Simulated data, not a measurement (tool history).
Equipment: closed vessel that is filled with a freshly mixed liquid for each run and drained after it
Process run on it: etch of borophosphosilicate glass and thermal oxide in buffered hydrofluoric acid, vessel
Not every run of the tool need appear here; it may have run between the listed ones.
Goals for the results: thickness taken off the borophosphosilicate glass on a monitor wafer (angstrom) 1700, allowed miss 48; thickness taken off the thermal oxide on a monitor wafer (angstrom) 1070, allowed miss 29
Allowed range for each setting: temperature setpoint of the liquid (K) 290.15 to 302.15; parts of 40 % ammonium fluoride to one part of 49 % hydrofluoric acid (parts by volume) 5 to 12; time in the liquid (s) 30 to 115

run  hour  temperature setpoint of the liquid (K)  parts of 40 % ammonium fluoride to one part of 49 % hydrofluoric acid (parts by volume)  time in the liquid (s)  thickness taken off the borophosphosilicate glass on a monitor wafer (angstrom)  thickness taken off the thermal oxide on a monitor wafer (angstrom)
  1     0                                  294.15                                                                                        7                      60                                                                           1289.9                                                               813.96
  2   7.7                                  294.15                                                                                      5.5                      60                                                                           1591.6                                                               999.11
  3  13.7                                  294.15                                                                                      5.5                      40                                                                           1054.8                                                               674.05
  4  14.7                                  294.15                                                                                      6.5                      40                                                                           907.12                                                               581.76
  5  16.8                                  294.15                                                                                      6.5                      30                                                                           683.88                                                               431.94
  6  23.6                                  296.65                                                                                      6.5                      30                                                                           795.66                                                               498.51
  7  29.6                                  297.15                                                                                      6.5                      35                                                                           940.56                                                               594.85
  8  31.2                                  298.15                                                                                      6.5                      35                                                                           998.75                                                               631.29
  9  33.3                                  298.65                                                                                      6.5                      35                                                                           1022.7                                                               637.67
 10  38.2                                  302.15                                                                                        5                      45                                                                           1981.4                                                               1243.7
 11  45.2                                  301.65                                                                                        5                      45                                                                           1936.2                                                                 1214
 12  49.9                                  301.15                                                                                        5                      45                                                                           1890.4                                                               1200.1
 13    58                                  300.65                                                                                        5                      45                                                                           1844.3                                                               1152.3

Below are 4 possible settings for the next run. Only one of them brings all results inside the allowed miss of their targets. Which is it?
  A  66.1                                  299.15                                                                                      6.5                      60                                                                                ?                                                                    ?
  B  66.1                                  295.15                                                                                        7                      80                                                                                ?                                                                    ?
  C  66.1                                  299.15                                                                                        5                      45                                                                                ?                                                                    ?
  D  66.1                                  300.15                                                                                        5                      45                                                                                ?                                                                    ?

move  thickness taken off the borophosphosilicate glass on a monitor wafer (angstrom)  thickness taken off the thermal oxide on a monitor wafer (angstrom)
   A                                                                           1810.7                                                               1139.4
   B                                                                             1824                                                               1145.8
   C                                                                           1708.2                                                               1068.4
   D                                                                           1800.6                                                               1127.1
A: gains on the last run, yet a result remains outside its allowed miss
B: gains on the last run, yet a result remains outside its allowed miss
C: all results land within tolerance of their targets
D: gains on the last run, yet a result remains outside its allowed miss
C is the move that brings every result within its allowed miss.
